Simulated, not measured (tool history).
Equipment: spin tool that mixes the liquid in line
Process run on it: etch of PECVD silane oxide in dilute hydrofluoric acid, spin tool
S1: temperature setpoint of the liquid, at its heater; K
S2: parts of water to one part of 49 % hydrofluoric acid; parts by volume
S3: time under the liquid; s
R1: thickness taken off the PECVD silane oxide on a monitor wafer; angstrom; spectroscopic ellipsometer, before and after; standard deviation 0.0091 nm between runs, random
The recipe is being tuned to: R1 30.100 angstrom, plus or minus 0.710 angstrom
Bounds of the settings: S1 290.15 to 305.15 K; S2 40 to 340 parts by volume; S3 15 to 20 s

Run 1, hour 0.0: S1 297.15 K, S2 190 parts by volume, S3 20 s. Result: R1 20.327 angstrom.
Run 2, hour 8.9: S1 298.15 K, S2 190 parts by volume, S3 20 s. Result: R1 20.999 angstrom.
Run 3, hour 16.7: S1 298.15 K, S2 130 parts by volume, S3 20 s. Result: R1 33.050 angstrom.
Run 4, hour 21.4: S1 298.15 K, S2 65 parts by volume, S3 20 s. Result: R1 71.752 angstrom.
Run 5, hour 22.1: S1 296.65 K, S2 65 parts by volume, S3 20 s. Result: R1 67.250 angstrom.
Run 6, hour 27.1: S1 296.65 K, S2 65 parts by volume, S3 20 s. Result: R1 67.597 angstrom.
Run 7, hour 35.8: S1 296.15 K, S2 75 parts by volume, S3 20 s. Result: R1 56.506 angstrom.
Run 8, hour 44.3: S1 295.15 K, S2 80 parts by volume, S3 20 s. Result: R1 50.432 angstrom.
Run 9, hour 51.4: S1 291.15 K, S2 125 parts by volume, S3 20 s. Result: R1 26.180 angstrom.
Run 10, hour 54.3: S1 291.65 K, S2 125 parts by volume, S3 20 s. Result: R1 26.554 angstrom.
Run 11, hour 60.1: S1 295.65 K, S2 125 parts by volume, S3 20 s. Result: R1 31.467 angstrom.

Which one of the following 5 next-run settings gets every result inside its allowed miss? There is exactly one.
Run A, hour 65.9: S1 292.15 K, S2 80 parts by volume, S3 15 s. Result: R1 ?.
Run B, hour 65.9: S1 297.65 K, S2 130 parts by volume, S3 20 s. Result: R1 ?.
Run C, hour 65.9: S1 295.15 K, S2 115 parts by volume, S3 20 s. Result: R1 ?.
Run D, hour 65.9: S1 298.15 K, S2 140 parts by volume, S3 20 s. Result: R1 ?.
Run E, hour 65.9: S1 294.65 K, S2 115 parts by volume, S3 20 s. Result: R1 ?.

move      R1
   A  33.511
   B  32.390
   C  33.778
   D  30.297
   E  33.109
A: its largest miss is bigger than the last run's
B: its largest miss is bigger than the last run's
C: its largest miss is bigger than the last run's
D: in spec on every target
E: its largest miss is bigger than the last run's
Answer: D
